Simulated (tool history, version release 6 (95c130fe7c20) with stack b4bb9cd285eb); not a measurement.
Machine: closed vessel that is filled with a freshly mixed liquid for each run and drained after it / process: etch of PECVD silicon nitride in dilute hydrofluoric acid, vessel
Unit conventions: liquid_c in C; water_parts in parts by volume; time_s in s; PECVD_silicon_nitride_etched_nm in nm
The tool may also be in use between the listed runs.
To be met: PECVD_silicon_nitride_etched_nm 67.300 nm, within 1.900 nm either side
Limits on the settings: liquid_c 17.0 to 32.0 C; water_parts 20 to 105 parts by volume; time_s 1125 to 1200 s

| run | day | liquid_c | water_parts | time_s | PECVD_silicon_nitride_etched_nm |
|---|---|---|---|---|---|
| 1 | 0.000 | 24.0 | 55 | 1125 | 45.535 |
| 2 | 0.092 | 24.0 | 55 | 1200 | 49.211 |
| 3 | 0.417 | 25.5 | 55 | 1200 | 53.834 |
| 4 | 0.679 | 25.5 | 55 | 1125 | 50.363 |
| 5 | 1.033 | 26.5 | 55 | 1125 | 54.604 |
| 6 | 1.150 | 26.5 | 70 | 1125 | 42.725 |
| 7 | 1.462 | 28.0 | 70 | 1125 | 47.242 |
| 8 | 1.775 | 29.0 | 70 | 1125 | 49.967 |
| 9 | 2.083 | 30.0 | 70 | 1125 | 53.309 |
| 10 | 2.196 | 32.0 | 65 | 1125 | 65.552 |
| 11 | 2.571 | 32.0 | 65 | 1125 | 64.913 |

Which of these 5 next moves meets every target?
| A | 2.946 | 32.0 | 75 | 1195 | ? |
| B | 2.946 | 29.5 | 60 | 1185 | ? |
| C | 2.946 | 31.5 | 65 | 1180 | ? |
| D | 2.946 | 31.5 | 65 | 1130 | ? |
| E | 2.946 | 31.5 | 70 | 1175 | ? |

| move | PECVD_silicon_nitride_etched_nm |
|---|---|
| A | 59.951 |
| B | 63.383 |
| C | 66.209 |
| D | 63.404 |
| E | 61.218 |
A: further off than the last run
B: further off than the last run
C: every result within its allowed miss
D: further off than the last run
E: further off than the last run
The move that meets every target is C.
